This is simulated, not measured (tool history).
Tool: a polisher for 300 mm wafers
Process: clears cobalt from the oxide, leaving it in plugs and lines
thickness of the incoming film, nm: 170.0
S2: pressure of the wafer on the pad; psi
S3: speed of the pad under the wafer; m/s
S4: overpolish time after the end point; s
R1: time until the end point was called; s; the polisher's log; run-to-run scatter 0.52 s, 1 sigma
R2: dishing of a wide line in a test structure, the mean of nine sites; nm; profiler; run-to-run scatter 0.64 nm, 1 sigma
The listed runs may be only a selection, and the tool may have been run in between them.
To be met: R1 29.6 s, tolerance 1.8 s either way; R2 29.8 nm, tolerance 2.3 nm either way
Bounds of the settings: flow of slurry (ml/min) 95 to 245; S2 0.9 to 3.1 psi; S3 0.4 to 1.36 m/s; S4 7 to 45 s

run 1 hour=0 | flow_of_slurry_(ml/min)=155 S2=2 S3=0.88 S4=23 | R1=32.476 R2=49.379
run 2 hour=7.7 | flow_of_slurry_(ml/min)=155 S2=2 S3=0.88 S4=30 | R1=32.658 R2=52.059
run 3 hour=10.2 | flow_of_slurry_(ml/min)=115 S2=2 S3=0.88 S4=30 | R1=35.15 R2=51.769
run 4 hour=19 | flow_of_slurry_(ml/min)=95 S2=2 S3=0.88 S4=30 | R1=36.237 R2=48.71
run 5 hour=23.5 | flow_of_slurry_(ml/min)=95 S2=2 S3=0.88 S4=30 | R1=36.25 R2=52.165
run 6 hour=25.5 | flow_of_slurry_(ml/min)=95 S2=2 S3=0.88 S4=26 | R1=37.263 R2=51.091
run 7 hour=27.7 | flow_of_slurry_(ml/min)=125 S2=2 S3=0.88 S4=23 | R1=35.256 R2=49.874
run 8 hour=36.5 | flow_of_slurry_(ml/min)=145 S2=2 S3=0.88 S4=20 | R1=33.372 R2=48.103
run 9 hour=42.2 | flow_of_slurry_(ml/min)=165 S2=2 S3=0.88 S4=18 | R1=33.066 R2=46.558
run 10 hour=46.6 | flow_of_slurry_(ml/min)=180 S2=2 S3=0.88 S4=16 | R1=31.935 R2=43.111
run 11 hour=55.5 | flow_of_slurry_(ml/min)=190 S2=2 S3=0.88 S4=14 | R1=31.691 R2=41.182
run 12 hour=59.5 | flow_of_slurry_(ml/min)=200 S2=2 S3=0.88 S4=13 | R1=31.712 R2=41.129
run 13 hour=66.9 | flow_of_slurry_(ml/min)=210 S2=2 S3=0.88 S4=12 | R1=30.983 R2=39.707

Below are 4 possible settings for the next run. Only one of them brings all results inside the allowed miss of their targets. Which is it?
run A hour=74.3 | flow_of_slurry_(ml/min)=245 S2=2 S3=0.9 S4=7 | R1=? R2=?
run B hour=74.3 | flow_of_slurry_(ml/min)=225 S2=2 S3=1.1 S4=7 | R1=? R2=?
run C hour=74.3 | flow_of_slurry_(ml/min)=210 S2=1.9 S3=0.94 S4=10 | R1=? R2=?
run D hour=74.3 | flow_of_slurry_(ml/min)=185 S2=2.6 S3=0.72 S4=32 | R1=? R2=?

move=A R1=30.038 R2=28.304
move=B R1=24.952 R2=31.749
move=C R1=30.343 R2=34.837
move=D R1=32.192 R2=49.875
A: hits every target within its allowed miss
B: brings the last run's worst result on target, with another outside its allowed miss
C: gains on the last run, yet a result remains outside its allowed miss
D: lands further from the targets than the last run did
A meets every target.
